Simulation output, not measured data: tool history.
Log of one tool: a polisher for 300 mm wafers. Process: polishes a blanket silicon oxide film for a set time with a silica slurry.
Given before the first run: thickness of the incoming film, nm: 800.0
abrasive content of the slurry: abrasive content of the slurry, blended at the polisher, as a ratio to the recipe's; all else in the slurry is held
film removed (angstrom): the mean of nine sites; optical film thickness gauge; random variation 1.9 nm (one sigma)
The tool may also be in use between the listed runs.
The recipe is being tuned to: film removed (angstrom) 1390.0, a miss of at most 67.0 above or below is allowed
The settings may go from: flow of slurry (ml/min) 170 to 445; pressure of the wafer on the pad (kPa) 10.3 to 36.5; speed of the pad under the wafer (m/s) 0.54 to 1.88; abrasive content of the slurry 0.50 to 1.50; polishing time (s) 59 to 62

| run | hour | flow of slurry (ml/min) | pressure of the wafer on the pad (kPa) | speed of the pad under the wafer (m/s) | abrasive content of the slurry | polishing time (s) | film removed (angstrom) |
|---|---|---|---|---|---|---|---|
| 1 | 0.0 | 285 | 23.4 | 1.20 | 1.00 | 59 | 1996.9 |
| 2 | 3.4 | 285 | 23.4 | 1.20 | 0.85 | 59 | 1763.2 |
| 3 | 11.6 | 285 | 23.4 | 1.20 | 0.85 | 59 | 1790.5 |
| 4 | 19.4 | 285 | 23.4 | 1.20 | 0.85 | 59 | 1785.8 |
| 5 | 24.4 | 285 | 23.4 | 1.20 | 0.85 | 62 | 1875.0 |
| 6 | 32.3 | 285 | 22.8 | 1.20 | 0.85 | 62 | 1772.8 |
| 7 | 37.9 | 285 | 22.1 | 1.20 | 0.85 | 62 | 1757.4 |
| 8 | 43.3 | 285 | 21.4 | 1.20 | 0.85 | 62 | 1679.0 |
| 9 | 49.5 | 285 | 20.7 | 1.20 | 0.85 | 62 | 1646.5 |
| 10 | 52.2 | 285 | 20.0 | 1.20 | 0.85 | 62 | 1597.1 |
| 11 | 53.5 | 285 | 19.3 | 1.20 | 0.85 | 62 | 1523.5 |

Which single option among these 5 for the next run brings every result within its allowed miss of target? Just one does.
| A | 54.8 | 225 | 25.5 | 1.24 | 0.60 | 62 | ? |
| B | 54.8 | 305 | 17.2 | 1.26 | 0.85 | 60 | ? |
| C | 54.8 | 220 | 21.4 | 1.28 | 0.85 | 59 | ? |
| D | 54.8 | 270 | 18.6 | 1.28 | 0.90 | 62 | ? |
| E | 54.8 | 270 | 17.9 | 1.50 | 0.85 | 61 | ? |

| move | film removed (angstrom) |
|---|---|
| A | 1543.1 |
| B | 1374.1 |
| C | 1632.9 |
| D | 1583.2 |
| E | 1584.5 |
A: misses by more than the last run did
B: all results in spec
C: misses by more than the last run did
D: misses by more than the last run did
E: misses by more than the last run did
Go with B: it meets all targets.
